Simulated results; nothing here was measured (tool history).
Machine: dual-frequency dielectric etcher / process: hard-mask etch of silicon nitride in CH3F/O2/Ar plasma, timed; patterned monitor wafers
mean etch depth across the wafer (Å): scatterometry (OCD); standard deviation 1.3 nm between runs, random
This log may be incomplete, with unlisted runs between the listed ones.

run,day,source power (W),bias power (W),etch time (s),mean etch depth across the wafer (Å)
1,0.000,440,98,289.0,2436.1
2,0.225,480,98,289.0,2491.7
3,0.279,540,98,289.0,2591.6
4,0.442,540,98,289.0,2576.2
5,0.796,560,103,289.5,2674.3
6,0.979,570,106,290.0,2732.5
7,1.279,580,108,290.0,2741.4
8,1.583,590,110,290.5,2785.8
9,1.921,600,111,290.5,2812.7

Run 10 comes next. What will it give?
10,2.283,600,112,290.5,?

Run 10 measured mean etch depth across the wafer (Å) 2818.9.

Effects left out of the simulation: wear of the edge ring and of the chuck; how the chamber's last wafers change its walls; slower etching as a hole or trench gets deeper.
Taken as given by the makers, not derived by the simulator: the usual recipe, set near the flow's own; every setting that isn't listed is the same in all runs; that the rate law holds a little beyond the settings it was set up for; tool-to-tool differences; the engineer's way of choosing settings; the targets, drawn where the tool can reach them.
